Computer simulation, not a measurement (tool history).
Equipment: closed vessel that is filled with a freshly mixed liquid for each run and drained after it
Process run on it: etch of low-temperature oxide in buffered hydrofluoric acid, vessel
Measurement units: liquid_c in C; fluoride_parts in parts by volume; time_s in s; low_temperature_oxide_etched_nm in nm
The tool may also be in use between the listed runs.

run	day	liquid_c	fluoride_parts	time_s	low_temperature_oxide_etched_nm
1	0.000	25.0	12.5	100	539.98
2	0.375	25.0	12.5	110	588.64
3	0.721	25.0	15.0	110	497.60
4	0.779	24.0	15.0	110	470.39
5	0.900	23.5	15.0	110	454.83
6	1.267	26.0	15.0	110	518.45
7	1.583	24.5	15.0	110	480.59

Run 8, settings as shown, results not yet in. Your forecast:
8	1.942	23.5	15.0	110	?

Run 8 produced low_temperature_oxide_etched_nm 450.31 nm.
